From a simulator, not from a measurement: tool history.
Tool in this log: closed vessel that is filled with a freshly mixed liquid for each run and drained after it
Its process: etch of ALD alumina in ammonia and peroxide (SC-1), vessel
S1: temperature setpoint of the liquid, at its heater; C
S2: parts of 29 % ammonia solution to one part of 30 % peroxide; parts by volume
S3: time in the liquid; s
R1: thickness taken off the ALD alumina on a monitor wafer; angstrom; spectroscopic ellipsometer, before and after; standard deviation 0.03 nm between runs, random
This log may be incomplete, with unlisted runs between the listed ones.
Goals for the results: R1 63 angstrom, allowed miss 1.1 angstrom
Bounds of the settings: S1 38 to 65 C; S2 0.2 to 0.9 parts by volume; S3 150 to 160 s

run	hour	S1	S2	S3	R1
1	0	49	0.5	150	101.57
2	3.2	55.5	0.5	150	143.89
3	4.3	59	0.5	150	172.2
4	9.1	59	0.35	150	166.89
5	12.5	56.5	0.35	150	147
6	16.1	53.5	0.35	150	125.12
7	17.6	51.5	0.35	150	112.83
8	24	50	0.35	150	104.18
9	24.9	48.5	0.35	150	95.978
10	29.1	47.5	0.35	150	89.946
11	33.2	46.5	0.35	150	86.351
12	34.4	45.5	0.35	150	80.136
13	36	45	0.35	150	78.436
14	42.1	44.5	0.35	150	76.62
15	46.4	44	0.35	150	73.859
16	53.1	43.5	0.35	150	71.609

Consider the 5 candidate settings below. Which is the only one whose results all fall within their allowed miss of target?
A	59.8	41.5	0.3	150	?
B	59.8	42	0.35	150	?
C	59.8	42	0.4	150	?
D	59.8	42.5	0.25	150	?
E	59.8	39.5	0.5	155	?

move	R1
A	62.732
B	65.546
C	66.386
D	65.343
E	60.51
A: meets every target
B: nearer the targets than the last run, but a result is still out of spec
C: nearer the targets than the last run, but a result is still out of spec
D: nearer the targets than the last run, but a result is still out of spec
E: the result that was furthest off in the last run now lies on the other side of its target
A is the move that brings every result within its allowed miss.

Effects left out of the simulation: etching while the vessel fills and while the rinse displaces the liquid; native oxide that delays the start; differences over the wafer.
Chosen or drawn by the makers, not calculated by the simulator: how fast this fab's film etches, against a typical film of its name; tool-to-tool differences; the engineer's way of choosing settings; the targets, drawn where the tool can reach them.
